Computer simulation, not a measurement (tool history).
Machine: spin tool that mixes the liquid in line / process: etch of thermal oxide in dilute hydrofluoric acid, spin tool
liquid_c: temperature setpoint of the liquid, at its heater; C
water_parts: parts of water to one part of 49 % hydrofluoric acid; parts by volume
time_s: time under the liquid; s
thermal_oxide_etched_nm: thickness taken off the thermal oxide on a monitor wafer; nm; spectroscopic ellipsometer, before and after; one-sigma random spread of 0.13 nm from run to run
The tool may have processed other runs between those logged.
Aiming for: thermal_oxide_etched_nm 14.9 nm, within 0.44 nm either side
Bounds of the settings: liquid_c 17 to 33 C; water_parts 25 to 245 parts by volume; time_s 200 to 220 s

run 1 hour=0 | liquid_c=25 water_parts=135 time_s=200 | thermal_oxide_etched_nm=6.6992
run 2 hour=8.6 | liquid_c=26 water_parts=125 time_s=200 | thermal_oxide_etched_nm=7.7323
run 3 hour=16.1 | liquid_c=27 water_parts=120 time_s=200 | thermal_oxide_etched_nm=8.3034
run 4 hour=17.2 | liquid_c=27 water_parts=120 time_s=200 | thermal_oxide_etched_nm=8.5074
run 5 hour=23.4 | liquid_c=27 water_parts=140 time_s=200 | thermal_oxide_etched_nm=7.0071
run 6 hour=25.6 | liquid_c=25.5 water_parts=140 time_s=200 | thermal_oxide_etched_nm=6.477
run 7 hour=32.1 | liquid_c=26.5 water_parts=135 time_s=200 | thermal_oxide_etched_nm=7.1692
run 8 hour=38 | liquid_c=26.5 water_parts=135 time_s=200 | thermal_oxide_etched_nm=7.1869
run 9 hour=41.2 | liquid_c=27.5 water_parts=130 time_s=200 | thermal_oxide_etched_nm=7.8134
run 10 hour=49.9 | liquid_c=28 water_parts=125 time_s=200 | thermal_oxide_etched_nm=8.2759
run 11 hour=52.8 | liquid_c=28 water_parts=125 time_s=200 | thermal_oxide_etched_nm=8.1968
-- hour=58.2 thermometer replaced
run 12 hour=58.2 | liquid_c=28.5 water_parts=120 time_s=200 | thermal_oxide_etched_nm=9.2715

Pick the move, out of 5, that brings all results within their allowed miss; only one does.
run A hour=63.6 | liquid_c=29.5 water_parts=95 time_s=220 | thermal_oxide_etched_nm=?
run B hour=63.6 | liquid_c=28.5 water_parts=90 time_s=220 | thermal_oxide_etched_nm=?
run C hour=63.6 | liquid_c=28.5 water_parts=85 time_s=220 | thermal_oxide_etched_nm=?
run D hour=63.6 | liquid_c=30 water_parts=85 time_s=220 | thermal_oxide_etched_nm=?
run E hour=63.6 | liquid_c=29 water_parts=80 time_s=220 | thermal_oxide_etched_nm=?

move=A thermal_oxide_etched_nm=13.861
move=B thermal_oxide_etched_nm=14.183
move=C thermal_oxide_etched_nm=15.122
move=D thermal_oxide_etched_nm=16.015
move=E thermal_oxide_etched_nm=16.496
A: better than the last run, though not everything is in spec
B: better than the last run, though not everything is in spec
C: in spec on every target
D: pushes the last run's worst result past its target
E: pushes the last run's worst result past its target
So the answer is move C, the one that meets all the targets.

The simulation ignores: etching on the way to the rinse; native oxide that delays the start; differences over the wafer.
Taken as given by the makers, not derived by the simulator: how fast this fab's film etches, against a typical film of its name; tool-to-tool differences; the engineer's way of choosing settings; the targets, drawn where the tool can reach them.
